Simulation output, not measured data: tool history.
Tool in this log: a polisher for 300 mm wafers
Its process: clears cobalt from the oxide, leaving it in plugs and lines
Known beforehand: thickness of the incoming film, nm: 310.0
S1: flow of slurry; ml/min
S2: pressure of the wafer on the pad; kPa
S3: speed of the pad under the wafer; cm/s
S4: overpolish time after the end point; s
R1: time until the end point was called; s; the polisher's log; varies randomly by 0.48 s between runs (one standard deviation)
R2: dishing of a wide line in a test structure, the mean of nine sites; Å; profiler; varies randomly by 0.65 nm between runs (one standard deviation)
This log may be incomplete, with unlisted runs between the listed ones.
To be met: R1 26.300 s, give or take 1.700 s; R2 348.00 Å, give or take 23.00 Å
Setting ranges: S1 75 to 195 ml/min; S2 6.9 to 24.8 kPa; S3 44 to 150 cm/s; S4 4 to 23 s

{"run": 1, "hour": 0.0, "S1": 125, "S2": 15.9, "S3": 96, "S4": 12, "R1": 53.29, "R2": 386.42}
{"run": 2, "hour": 4.6, "S1": 125, "S2": 15.9, "S3": 96, "S4": 9, "R1": 53.64, "R2": 327.55}
{"run": 3, "hour": 7.4, "S1": 125, "S2": 15.9, "S3": 96, "S4": 13, "R1": 51.402, "R2": 404.09}
{"run": 4, "hour": 10.5, "S1": 125, "S2": 17.2, "S3": 98, "S4": 12, "R1": 48.491, "R2": 406.61}
{"run": 5, "hour": 15.6, "S1": 130, "S2": 17.2, "S3": 104, "S4": 11, "R1": 44.153, "R2": 400.92}
{"hour": 19.7, "done": "head pressure recalibrated"}
{"run": 6, "hour": 19.7, "S1": 130, "S2": 15.2, "S3": 104, "S4": 11, "R1": 47.967, "R2": 388.03}
{"run": 7, "hour": 23.0, "S1": 135, "S2": 16.5, "S3": 106, "S4": 10, "R1": 42.79, "R2": 399.1}
{"run": 8, "hour": 28.1, "S1": 130, "S2": 17.9, "S3": 108, "S4": 9, "R1": 39.046, "R2": 383.74}
{"run": 9, "hour": 32.6, "S1": 130, "S2": 18.6, "S3": 108, "S4": 8, "R1": 37.921, "R2": 377.87}
{"run": 10, "hour": 39.4, "S1": 125, "S2": 19.3, "S3": 110, "S4": 7, "R1": 35.774, "R2": 357.94}
{"run": 11, "hour": 45.8, "S1": 125, "S2": 20.0, "S3": 110, "S4": 7, "R1": 34.369, "R2": 368.4}
{"run": 12, "hour": 50.3, "S1": 130, "S2": 22.8, "S3": 122, "S4": 4, "R1": 27.434, "R2": 295.49}
{"run": 13, "hour": 54.1, "S1": 130, "S2": 22.8, "S3": 126, "S4": 7, "R1": 26.962, "R2": 422.81}
{"run": 14, "hour": 57.6, "S1": 130, "S2": 23.4, "S3": 124, "S4": 6, "R1": 26.157, "R2": 379.42}

Exactly one of the 4 candidate moves below puts every result within its allowed miss. Which one?
{"run": "A", "hour": 61.1, "S1": 140, "S2": 24.1, "S3": 116, "S4": 4, "R1": "?", "R2": "?"}
{"run": "B", "hour": 61.1, "S1": 125, "S2": 24.1, "S3": 122, "S4": 8, "R1": "?", "R2": "?"}
{"run": "C", "hour": 61.1, "S1": 130, "S2": 23.4, "S3": 126, "S4": 4, "R1": "?", "R2": "?"}
{"run": "D", "hour": 61.1, "S1": 145, "S2": 24.1, "S3": 116, "S4": 5, "R1": "?", "R2": "?"}

move=A R1=26.699 R2=300.05
move=B R1=25.771 R2=444.01
move=C R1=25.536 R2=308.87
move=D R1=26.586 R2=345.94
A: takes the biggest miss from the last run beyond its target
B: misses by more than the last run did
C: takes the biggest miss from the last run beyond its target
D: each result inside its tolerance
D meets every target.
